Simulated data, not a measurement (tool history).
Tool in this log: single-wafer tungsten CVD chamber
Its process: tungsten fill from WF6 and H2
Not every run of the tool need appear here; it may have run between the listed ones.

| run | hour | heater temperature setpoint (°C) | chamber pressure (mTorr) | deposition time (s) | mean film thickness on the monitor wafer (Å) |
|---|---|---|---|---|---|
| 1 | 0.0 | 380 | 40500 | 35.4 | 822.43 |
| 2 | 7.1 | 380 | 40500 | 36.5 | 849.45 |
| 3 | 14.0 | 371 | 40500 | 36.5 | 714.52 |
| 4 | 22.7 | 371 | 44500 | 36.5 | 754.70 |
| 5 | 30.2 | 365 | 44500 | 36.5 | 667.76 |
| 6 | 32.0 | 369 | 44600 | 36.5 | 721.24 |
| 7 | 39.5 | 372 | 44700 | 36.5 | 767.63 |
| 8 | 42.3 | 375 | 44800 | 36.5 | 811.38 |

What does the tool deliver on the next run?
| 9 | 45.4 | 387 | 45400 | 36.5 | ? |

mean film thickness on the monitor wafer (Å): 1012.30
